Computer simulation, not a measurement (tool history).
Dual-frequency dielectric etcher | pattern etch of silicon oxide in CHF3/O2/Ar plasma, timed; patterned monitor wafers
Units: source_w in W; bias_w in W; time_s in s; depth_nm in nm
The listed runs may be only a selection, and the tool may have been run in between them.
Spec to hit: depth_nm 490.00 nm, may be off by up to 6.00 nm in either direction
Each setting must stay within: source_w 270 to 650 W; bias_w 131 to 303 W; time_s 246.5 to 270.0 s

run	hour	source_w	bias_w	time_s	depth_nm
1	0.0	460	217	270.0	542.54
2	4.2	460	181	270.0	506.78
3	10.6	440	180	270.0	501.73
4	14.9	480	180	270.0	515.07
5	23.8	480	194	270.0	528.20
6	27.2	470	194	270.0	521.48
7	31.0	460	194	270.0	521.36
8	32.2	450	194	270.0	517.97
9	36.1	440	194	270.0	512.01
10	38.7	430	194	270.0	511.34
11	47.3	420	194	270.0	504.10

Consider the 4 candidate settings below. Which is the only one whose results all fall within their allowed miss of target?
A	55.9	400	202	270.0	?
B	55.9	430	192	260.0	?
C	55.9	480	199	258.5	?
D	55.9	380	228	265.0	?

move	depth_nm
A	504.34
B	488.98
C	510.75
D	507.69
A: about as far from the targets as the last run
B: all results land within tolerance of their targets
C: the biggest miss grows against the last run
D: the biggest miss grows against the last run
So the answer is move B, the one that meets all the targets.
